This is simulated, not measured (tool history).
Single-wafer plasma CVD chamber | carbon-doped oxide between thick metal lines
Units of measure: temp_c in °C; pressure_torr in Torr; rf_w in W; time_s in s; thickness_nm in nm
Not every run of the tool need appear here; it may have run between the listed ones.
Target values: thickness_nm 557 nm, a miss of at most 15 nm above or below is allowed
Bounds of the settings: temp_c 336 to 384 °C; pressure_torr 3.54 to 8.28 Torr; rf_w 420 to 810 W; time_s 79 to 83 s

run  hour  temp_c  pressure_torr  rf_w  time_s  thickness_nm
  1     0     360           5.91   615      83        473.94
  2   4.4     360           5.91   615      83        476.15
  3   6.7     359           6.04   640      83           489
  4   8.2     353           6.04   640      83        497.76
  5    10     353           6.46   640      83        498.54
  6  15.8     357           6.46   640      83        492.98
  7  19.5     356            6.5   660      83        505.01
  8  27.7     355           6.54   675      83         514.4
  9    35     354           6.58   685      83        519.33
 10  36.6     353           6.62   695      83        522.71
 11  45.4     353           6.62   695      83        524.49
 12  46.7     352           6.66   705      83        531.67
 13  55.3     351           6.69   710      83        533.91
 14  58.6     351           6.72   715      83        536.97
 15    63     351           6.75   720      83        540.18

Consider the 4 candidate settings below. Which is the only one whose results all fall within their allowed miss of target?
  A  67.4     350           7.32   810      83             ?
  B  67.4     348           8.12   785      83             ?
  C  67.4     348           5.83   755      83             ?
  D  67.4     346           6.37   725      79             ?

move  thickness_nm
   A        583.22
   B        578.89
   C        551.74
   D        519.18
A: moves the result that the last run missed by most past its target, out the other side
B: moves the result that the last run missed by most past its target, out the other side
C: all results in spec
D: further off than the last run
Move C is the one to make.
